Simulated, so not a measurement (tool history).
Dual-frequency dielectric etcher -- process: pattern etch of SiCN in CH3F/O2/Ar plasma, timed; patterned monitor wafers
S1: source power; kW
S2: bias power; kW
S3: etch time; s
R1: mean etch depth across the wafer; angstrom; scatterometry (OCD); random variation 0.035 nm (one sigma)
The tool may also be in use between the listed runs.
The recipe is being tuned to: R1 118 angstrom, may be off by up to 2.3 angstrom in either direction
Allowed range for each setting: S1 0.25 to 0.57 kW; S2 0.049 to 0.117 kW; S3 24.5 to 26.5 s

run,day,S1,S2,S3,R1
1,0,0.41,0.083,26.5,97.898
2,0.167,0.38,0.083,26.5,95.646
3,0.396,0.4,0.085,26.5,98.354
4,0.675,0.42,0.086,26.5,100.6
5,0.883,0.37,0.086,26.5,96.654
6,1.117,0.39,0.088,26.5,98.699
7,1.183,0.41,0.089,26.5,101.12
8,1.421,0.43,0.09,26.5,103.13
9,1.538,0.44,0.091,26.5,104.27
10,1.733,0.45,0.092,26.5,105.25
11,1.988,0.46,0.093,26.5,107.04
12,2.238,0.47,0.094,26.5,107.85
13,2.542,0.48,0.095,26.5,109.72
14,2.871,0.49,0.095,26.5,110.06

Pick the move, out of 5, that brings all results within their allowed miss; only one does.
A,3.2,0.56,0.11,25.5,?
B,3.2,0.55,0.095,26,?
C,3.2,0.47,0.093,26,?
D,3.2,0.47,0.112,25.5,?
E,3.2,0.41,0.096,25.5,?

move,R1
A,118.95
B,112.73
C,106.16
D,113.48
E,101.26
A: hits every target within its allowed miss
B: closer than the last run, but not yet in spec
C: moves away from the targets compared with the last run
D: closer than the last run, but not yet in spec
E: moves away from the targets compared with the last run
A is the move that brings every result within its allowed miss.
